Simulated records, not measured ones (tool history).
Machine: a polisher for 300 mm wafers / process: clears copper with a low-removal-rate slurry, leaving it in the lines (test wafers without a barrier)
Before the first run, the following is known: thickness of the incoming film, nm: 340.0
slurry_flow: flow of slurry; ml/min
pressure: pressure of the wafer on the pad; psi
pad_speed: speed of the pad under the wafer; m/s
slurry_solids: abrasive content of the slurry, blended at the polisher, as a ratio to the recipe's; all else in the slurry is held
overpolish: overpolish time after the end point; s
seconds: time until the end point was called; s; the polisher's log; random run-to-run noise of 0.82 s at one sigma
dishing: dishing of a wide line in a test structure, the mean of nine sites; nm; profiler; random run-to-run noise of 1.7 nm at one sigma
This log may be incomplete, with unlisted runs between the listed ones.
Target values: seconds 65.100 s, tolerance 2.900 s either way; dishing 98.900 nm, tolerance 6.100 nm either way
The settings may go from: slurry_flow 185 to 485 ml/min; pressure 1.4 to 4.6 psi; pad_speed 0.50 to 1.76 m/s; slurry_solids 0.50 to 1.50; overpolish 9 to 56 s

| run | hour | slurry_flow | pressure | pad_speed | slurry_solids | overpolish | seconds | dishing |
|---|---|---|---|---|---|---|---|---|
| 1 | 0.0 | 310 | 3.0 | 1.12 | 1.00 | 29 | 85.640 | 66.191 |
| 2 | 4.6 | 310 | 3.1 | 1.12 | 1.00 | 30 | 82.931 | 69.064 |
| 3 | 7.1 | 310 | 2.8 | 1.12 | 1.00 | 30 | 91.867 | 65.216 |
| 4 | 15.3 | 310 | 2.8 | 0.96 | 1.00 | 30 | 108.130 | 60.480 |
| 5 | 23.6 | 310 | 2.8 | 0.96 | 1.00 | 20 | 108.800 | 42.370 |
| 6 | 31.0 | 310 | 2.8 | 0.96 | 1.00 | 28 | 104.460 | 54.654 |
| 7 | 37.2 | 310 | 3.0 | 0.96 | 1.00 | 29 | 98.162 | 58.203 |
| 8 | 40.1 | 310 | 3.1 | 0.98 | 1.00 | 31 | 93.906 | 63.597 |
| 9 | 42.4 | 310 | 3.9 | 1.00 | 1.00 | 38 | 73.177 | 88.388 |
| 10 | 44.8 | 310 | 4.0 | 1.00 | 1.00 | 38 | 73.163 | 88.621 |
| 11 | 46.3 | 310 | 4.1 | 1.00 | 1.00 | 38 | 70.793 | 93.614 |

Next run, 5 choices. One meets every target within its allowed miss, the rest don't. Which?
| A | 47.8 | 215 | 4.4 | 0.88 | 1.00 | 40 | ? | ? |
| B | 47.8 | 355 | 4.2 | 0.90 | 1.15 | 34 | ? | ? |
| C | 47.8 | 310 | 4.2 | 0.98 | 0.95 | 36 | ? | ? |
| D | 47.8 | 370 | 3.9 | 1.16 | 0.95 | 41 | ? | ? |
| E | 47.8 | 305 | 4.1 | 0.88 | 0.95 | 46 | ? | ? |

| move | seconds | dishing |
|---|---|---|
| A | 77.782 | 93.558 |
| B | 73.961 | 86.986 |
| C | 71.773 | 91.738 |
| D | 64.692 | 103.470 |
| E | 81.625 | 97.835 |
A: further off than the last run
B: further off than the last run
C: further off than the last run
D: meets every target
E: further off than the last run
D is the move that brings every result within its allowed miss.

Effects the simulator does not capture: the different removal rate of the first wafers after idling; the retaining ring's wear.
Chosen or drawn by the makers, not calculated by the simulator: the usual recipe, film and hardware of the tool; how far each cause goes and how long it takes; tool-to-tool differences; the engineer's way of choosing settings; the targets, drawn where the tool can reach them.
